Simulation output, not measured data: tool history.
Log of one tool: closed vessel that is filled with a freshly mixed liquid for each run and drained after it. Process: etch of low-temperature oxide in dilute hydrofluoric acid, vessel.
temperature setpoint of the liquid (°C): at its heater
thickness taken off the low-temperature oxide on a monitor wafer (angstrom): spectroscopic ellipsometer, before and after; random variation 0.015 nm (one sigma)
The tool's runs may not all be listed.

| run | day | temperature setpoint of the liquid (°C) | parts of water to one part of 49 % hydrofluoric acid (parts by volume) | time in the liquid (s) | thickness taken off the low-temperature oxide on a monitor wafer (angstrom) |
|---|---|---|---|---|---|
| 1 | 0 | 24 | 255 | 45 | 39.534 |
| 2 | 0.146 | 24 | 255 | 45 | 38.67 |
| 3 | 0.517 | 22.5 | 275 | 45 | 34.146 |
| 4 | 0.875 | 22.5 | 275 | 45 | 34.239 |
| 5 | 0.971 | 21.5 | 295 | 45 | 29.796 |
| 6 | 1.346 | 20.5 | 310 | 45 | 27.111 |
| 7 | 1.654 | 20 | 320 | 45 | 25.584 |
| 8 | 1.912 | 19.5 | 330 | 45 | 24.079 |

Forecast run 9:
| 9 | 2.088 | 19 | 340 | 45 | ? |

{"run 9": {"thickness taken off the low-temperature oxide on a monitor wafer (angstrom)": 22.813}}
